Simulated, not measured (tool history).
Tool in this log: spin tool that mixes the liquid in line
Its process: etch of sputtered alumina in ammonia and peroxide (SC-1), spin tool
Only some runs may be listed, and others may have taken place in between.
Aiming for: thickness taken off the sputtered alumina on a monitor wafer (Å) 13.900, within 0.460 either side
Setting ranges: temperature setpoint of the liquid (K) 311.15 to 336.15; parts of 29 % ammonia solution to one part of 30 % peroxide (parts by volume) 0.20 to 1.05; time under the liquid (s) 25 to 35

run	hour	temperature setpoint of the liquid (K)	parts of 29 % ammonia solution to one part of 30 % peroxide (parts by volume)	time under the liquid (s)	thickness taken off the sputtered alumina on a monitor wafer (Å)
1	0.0	320.15	0.55	35	24.087
2	1.3	315.65	0.55	35	18.674
3	9.2	314.65	0.55	35	17.642
4	16.6	318.15	0.55	35	21.613
5	19.8	316.65	0.55	35	19.797
6	26.0	316.65	0.35	35	19.309
7	31.6	315.65	0.35	35	17.670
8	34.8	315.65	0.35	35	17.876
9	38.9	314.65	0.35	35	16.764
10	41.5	314.15	0.35	35	16.329
11	44.4	313.65	0.35	35	15.771
12	53.3	313.15	0.35	35	15.527
13	60.2	312.65	0.35	35	14.744
14	61.8	312.15	0.35	35	14.622

Consider the 5 candidate settings below. Which is the only one whose results all fall within their allowed miss of target?
A	63.4	318.15	0.20	25	?
B	63.4	312.15	0.50	35	?
C	63.4	313.65	0.45	35	?
D	63.4	312.65	0.50	35	?
E	63.4	313.15	0.30	35	?

move	thickness taken off the sputtered alumina on a monitor wafer (Å)
A	14.017
B	15.106
C	16.341
D	15.560
E	15.264
A: every result within its allowed miss
B: moves away from the targets compared with the last run
C: moves away from the targets compared with the last run
D: moves away from the targets compared with the last run
E: moves away from the targets compared with the last run
A meets every target.
